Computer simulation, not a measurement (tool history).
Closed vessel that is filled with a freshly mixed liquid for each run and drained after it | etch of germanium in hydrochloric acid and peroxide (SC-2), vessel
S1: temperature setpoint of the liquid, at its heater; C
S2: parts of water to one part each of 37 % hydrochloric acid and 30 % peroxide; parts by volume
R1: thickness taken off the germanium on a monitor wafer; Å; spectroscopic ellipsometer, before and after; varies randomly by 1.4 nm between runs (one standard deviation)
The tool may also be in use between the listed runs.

{"run": 1, "hour": 0.0, "S1": 47.0, "S2": 7.0, "time in the liquid (s)": 95, "R1": 1442.8}
{"run": 2, "hour": 1.6, "S1": 47.0, "S2": 5.0, "time in the liquid (s)": 95, "R1": 1472.1}
{"run": 3, "hour": 4.8, "S1": 48.0, "S2": 5.0, "time in the liquid (s)": 95, "R1": 1543.6}
{"run": 4, "hour": 10.0, "S1": 48.5, "S2": 5.0, "time in the liquid (s)": 95, "R1": 1580.9}
{"run": 5, "hour": 14.2, "S1": 49.0, "S2": 5.0, "time in the liquid (s)": 95, "R1": 1571.6}
{"run": 6, "hour": 21.3, "S1": 49.5, "S2": 5.0, "time in the liquid (s)": 95, "R1": 1593.5}

What will run 7 give?
{"hour": 28.3, "done": "new drum of peroxide connected"}
{"run": 7, "hour": 28.3, "S1": 50.0, "S2": 5.0, "time in the liquid (s)": 95, "R1": "?"}

Run 7 yielded R1 1636.3 Å.
